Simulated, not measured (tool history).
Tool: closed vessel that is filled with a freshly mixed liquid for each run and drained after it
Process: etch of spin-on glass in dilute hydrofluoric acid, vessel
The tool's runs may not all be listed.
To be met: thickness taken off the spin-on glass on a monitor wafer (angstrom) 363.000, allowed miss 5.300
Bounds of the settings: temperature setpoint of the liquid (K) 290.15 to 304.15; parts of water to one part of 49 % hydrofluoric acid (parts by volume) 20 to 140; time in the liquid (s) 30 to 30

run,hour,temperature setpoint of the liquid (K),parts of water to one part of 49 % hydrofluoric acid (parts by volume),time in the liquid (s),thickness taken off the spin-on glass on a monitor wafer (angstrom)
1,0.0,296.15,75,30,116.170
2,6.8,296.15,100,30,84.457
3,9.3,297.15,90,30,98.617
4,16.2,297.15,90,30,99.261
5,19.1,298.15,80,30,116.320
6,20.6,301.65,80,30,133.680
7,27.7,302.15,75,30,147.010
8,29.9,304.15,45,30,277.960

Which of these 4 next moves meets every target?
A,32.1,301.15,30,30,?
B,32.1,303.15,35,30,?
C,32.1,304.15,35,30,?
D,32.1,299.15,30,30,?

move,thickness taken off the spin-on glass on a monitor wafer (angstrom)
A,377.860
B,348.330
C,362.430
D,348.170
A: takes the result that was furthest off past its target
B: nearer than the last run, and not there yet
C: meets every target
D: nearer than the last run, and not there yet
The right move is C.

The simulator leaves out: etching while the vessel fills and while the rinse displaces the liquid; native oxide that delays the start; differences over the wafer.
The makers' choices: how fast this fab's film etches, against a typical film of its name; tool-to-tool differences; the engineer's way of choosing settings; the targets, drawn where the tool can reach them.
